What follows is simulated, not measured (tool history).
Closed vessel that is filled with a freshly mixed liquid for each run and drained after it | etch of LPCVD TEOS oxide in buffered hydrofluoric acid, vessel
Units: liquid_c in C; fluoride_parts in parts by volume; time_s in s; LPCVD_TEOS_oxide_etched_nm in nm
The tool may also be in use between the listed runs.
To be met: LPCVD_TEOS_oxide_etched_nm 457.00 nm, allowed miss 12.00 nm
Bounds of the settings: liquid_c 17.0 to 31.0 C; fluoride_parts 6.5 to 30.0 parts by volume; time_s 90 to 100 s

run  hour  liquid_c  fluoride_parts  time_s  LPCVD_TEOS_oxide_etched_nm
  1   0.0      23.0            19.5      90                      213.07
  2   3.6      23.0            19.5      90                      211.33
  3   5.0      23.0            19.5      90                      211.93
  4   7.9      23.0            24.0      90                      182.76
  5  14.1      23.0            24.0     100                      202.75
  6  14.8      24.5            22.5     100                      232.34
  7  20.5      25.5            21.0     100                      256.01
  8  27.2      26.5            19.5     100                      288.24
  9  36.1      27.0            18.5     100                      307.96
 10  44.1      27.5            17.5     100                      335.38
 11  50.1      28.0            17.0     100                      354.14
 12  58.4      28.5            16.5     100                      377.30
 13  67.3      29.0            16.5     100                      387.44
 14  72.8      29.5            16.5     100                      400.63

Which of these 5 next moves meets every target?
  A  78.3      30.5            13.0      95                           ?
  B  78.3      29.5            15.5     100                           ?
  C  78.3      30.0            17.5      95                           ?
  D  78.3      30.5            13.5      90                           ?
  E  78.3      25.0            15.5     100                           ?

move  LPCVD_TEOS_oxide_etched_nm
   A                      498.61
   B                      419.19
   C                      362.95
   D                      455.26
   E                      329.48
A: takes the result that was furthest off past its target
B: nearer than the last run, and not there yet
C: further off than the last run
D: meets every target
E: further off than the last run
Move D is the one to make.
